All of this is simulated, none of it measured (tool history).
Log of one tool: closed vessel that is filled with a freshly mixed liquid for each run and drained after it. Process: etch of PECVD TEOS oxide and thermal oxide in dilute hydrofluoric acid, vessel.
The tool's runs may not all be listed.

run,hour,temperature setpoint of the liquid (K),parts of water to one part of 49 % hydrofluoric acid (parts by volume),time in the liquid (s),thickness taken off the PECVD TEOS oxide on a monitor wafer (Å),thickness taken off the thermal oxide on a monitor wafer (Å)
1,0,295.15,145,665,494.79,185.85
2,3,292.65,145,665,449.59,170.75
3,3.5,292.15,170,585,322.47,122.66
4,11,291.65,190,515,246.85,92.164
5,12,291.65,215,515,210.21,78.719
6,20.7,291.15,225,455,172.47,65.508
7,23.5,291.15,230,410,152.24,57.012
8,26.8,291.15,235,380,137.39,50.94

The next listed run, before its measurement:
9,34.8,291.15,240,360,?,?

Run 9 gave thickness taken off the PECVD TEOS oxide on a monitor wafer (Å) 126.22, thickness taken off the thermal oxide on a monitor wafer (Å) 47.271.
